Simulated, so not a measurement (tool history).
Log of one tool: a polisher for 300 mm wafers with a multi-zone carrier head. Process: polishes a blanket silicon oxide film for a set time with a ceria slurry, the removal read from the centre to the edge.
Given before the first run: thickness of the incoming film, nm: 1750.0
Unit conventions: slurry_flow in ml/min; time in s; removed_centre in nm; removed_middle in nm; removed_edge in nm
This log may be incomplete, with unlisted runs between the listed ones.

run  hour  slurry_flow  centre_zone  middle_zone  edge_zone  time  removed_centre  removed_middle  removed_edge
  1   0.0          270         1.00         1.00       1.00    90          365.98          366.33        377.16
  2   5.3          280         0.98         1.04       1.03    92          372.18          379.56        387.98
  3  11.0          265         0.94         1.07       1.03    96          368.19          414.90        400.36
  4  15.2          270         0.92         1.09       1.05    98          366.22          426.96        413.70
  5  15.9          275         0.91         1.11       1.06    99          364.05          437.77        420.47
  6  21.6          275         0.85         1.11       1.06    99          343.72          444.68        421.89

Expected results for the next run?
  7  24.3          285         0.86         1.12       1.07   100               ?               ?             ?

Logged for run 7: removed_centre 351.96 nm, removed_middle 444.67 nm, removed_edge 435.09 nm.
